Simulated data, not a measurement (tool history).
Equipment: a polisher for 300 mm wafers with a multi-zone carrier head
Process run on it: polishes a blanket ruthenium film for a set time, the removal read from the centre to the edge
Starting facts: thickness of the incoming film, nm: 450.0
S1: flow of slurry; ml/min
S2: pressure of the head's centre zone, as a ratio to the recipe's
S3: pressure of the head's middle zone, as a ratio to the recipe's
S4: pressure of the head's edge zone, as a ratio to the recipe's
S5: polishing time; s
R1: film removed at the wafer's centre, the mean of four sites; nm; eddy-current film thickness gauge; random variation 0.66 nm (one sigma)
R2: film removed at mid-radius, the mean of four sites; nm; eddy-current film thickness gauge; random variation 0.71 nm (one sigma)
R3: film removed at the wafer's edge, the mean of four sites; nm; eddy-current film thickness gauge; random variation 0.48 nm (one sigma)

run,hour,S1,S2,S3,S4,S5,R1,R2,R3
1,0,255,1,1,1,60,101.49,95.453,98.34
2,8.4,245,0.97,0.96,1,54,88.596,82.28,88.196
3,16.4,235,0.94,0.93,0.99,49,76.671,73.91,80.976
4,21.2,230,0.94,0.91,0.99,45,70.819,65.94,73.245
5,25.4,230,0.94,0.91,0.99,37,56.597,55.136,60.477
6,27.9,225,0.93,0.89,0.99,37,56.631,54.642,59.648
7,36.8,220,0.93,0.87,1.01,37,56.45,51.696,60.831

Run 8 comes next. What will it give?
8,44.9,220,0.93,0.87,1.01,37,?,?,?

Run 8 gave R1 56.276 nm, R2 52.382 nm, R3 61.531 nm.
